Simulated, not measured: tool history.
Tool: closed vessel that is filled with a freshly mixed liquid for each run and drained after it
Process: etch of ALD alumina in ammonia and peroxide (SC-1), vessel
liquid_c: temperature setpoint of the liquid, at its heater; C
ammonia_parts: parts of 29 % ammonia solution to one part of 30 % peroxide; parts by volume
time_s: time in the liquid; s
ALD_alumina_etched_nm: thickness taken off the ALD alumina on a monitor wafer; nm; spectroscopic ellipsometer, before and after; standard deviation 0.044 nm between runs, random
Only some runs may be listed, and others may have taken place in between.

| run | hour | liquid_c | ammonia_parts | time_s | ALD_alumina_etched_nm |
|---|---|---|---|---|---|
| 1 | 0.0 | 54.0 | 0.95 | 290 | 18.652 |
| 2 | 5.4 | 54.0 | 0.95 | 290 | 18.547 |
| 3 | 6.9 | 54.0 | 0.95 | 290 | 18.583 |
| 4 | 7.9 | 57.5 | 0.95 | 290 | 22.199 |
| 5 | 15.0 | 51.0 | 0.95 | 290 | 15.784 |
| 6 | 19.4 | 49.5 | 0.95 | 290 | 14.545 |
| 7 | 21.9 | 48.5 | 0.95 | 290 | 13.740 |
| 8 | 26.2 | 48.0 | 0.95 | 290 | 13.317 |

Run 9 comes next. What will it give?
| 9 | 33.9 | 47.5 | 0.95 | 290 | ? |

{"run 9": {"ALD_alumina_etched_nm": 12.879}}

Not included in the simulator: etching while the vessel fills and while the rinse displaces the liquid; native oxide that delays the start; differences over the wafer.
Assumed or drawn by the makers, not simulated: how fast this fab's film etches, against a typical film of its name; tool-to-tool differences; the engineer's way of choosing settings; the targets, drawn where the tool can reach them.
